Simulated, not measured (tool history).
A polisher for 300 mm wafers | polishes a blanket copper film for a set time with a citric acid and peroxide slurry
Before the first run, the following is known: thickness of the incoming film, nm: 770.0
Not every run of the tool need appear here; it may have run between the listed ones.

| run | hour | flow of slurry (ml/min) | pressure of the wafer on the pad (psi) | speed of the pad under the wafer (cm/s) | abrasive content of the slurry | polishing time (s) | film removed (nm) |
|---|---|---|---|---|---|---|---|
| 1 | 0.0 | 210 | 2.0 | 118 | 1.0 | 95 | 139.50 |
| 2 | 6.8 | 210 | 2.0 | 118 | 1.0 | 100 | 147.77 |
| 3 | 15.3 | 210 | 2.0 | 132 | 1.0 | 100 | 158.68 |
| 4 | 22.9 | 215 | 2.2 | 132 | 1.0 | 100 | 172.08 |
| 5 | 27.5 | 215 | 2.2 | 114 | 1.0 | 100 | 156.89 |
| 6 | 31.3 | 215 | 2.4 | 114 | 1.0 | 100 | 172.17 |
| 7 | 34.4 | 215 | 2.5 | 114 | 1.0 | 100 | 176.96 |

Estimate the outcome of run 8 from the log above:
| 8 | 41.7 | 220 | 2.6 | 114 | 1.0 | 100 | ? |

Run 8 yielded film removed (nm) 184.74.
